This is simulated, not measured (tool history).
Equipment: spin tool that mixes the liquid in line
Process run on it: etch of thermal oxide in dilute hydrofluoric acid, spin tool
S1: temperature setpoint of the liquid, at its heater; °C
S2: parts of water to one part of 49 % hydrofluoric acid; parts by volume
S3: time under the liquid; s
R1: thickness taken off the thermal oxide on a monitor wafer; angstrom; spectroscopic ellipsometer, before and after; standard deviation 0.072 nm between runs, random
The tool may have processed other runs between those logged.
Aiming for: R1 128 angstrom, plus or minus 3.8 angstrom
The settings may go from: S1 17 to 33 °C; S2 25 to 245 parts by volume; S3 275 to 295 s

run,hour,S1,S2,S3,R1
1,0,25,135,275,97.29
2,3,26,135,275,101.18
3,5.1,26,135,295,109.79
4,14.1,27,135,295,113.19
5,18.5,27.5,135,295,114.36
6,23.1,27.5,110,295,144.91
7,27.9,27,110,295,141.2
8,36.2,26.5,110,295,139.89
9,37.9,26,110,295,138.37
10,39.7,25.5,110,295,135.3
11,46.2,25,110,295,134.28

Which of these 4 next moves meets every target?
A,52.7,23,105,295,?
B,52.7,24.5,100,295,?
C,52.7,25.5,110,295,?
D,52.7,27,120,275,?

move,R1
A,128.65
B,144.24
C,134.66
D,120.35
A: each result inside its tolerance
B: misses by more than the last run did
C: misses by more than the last run did
D: pushes the last run's worst result past its target
Go with A: it meets all targets.
